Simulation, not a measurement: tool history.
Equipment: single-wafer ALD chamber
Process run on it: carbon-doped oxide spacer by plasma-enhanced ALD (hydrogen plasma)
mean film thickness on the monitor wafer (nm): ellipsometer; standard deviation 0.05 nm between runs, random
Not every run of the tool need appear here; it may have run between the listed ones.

run  hour  heater temperature setpoint (deg C)  number of ALD cycles (cycles)  mean film thickness on the monitor wafer (nm)
  1   0.0                                  380                            424                                         23.215
  2   5.4                                  380                            417                                         22.904
  3  10.6                                  380                            455                                         24.929
  4  11.6                                  380                            492                                         26.995
  5  13.9                                  380                            471                                         25.908
  6  19.5                                  380                            454                                         24.949

Predict the results of run 7:
  7  20.5                                  380                            454                                              ?

{"run 7": {"mean film thickness on the monitor wafer (nm)": 24.781}}
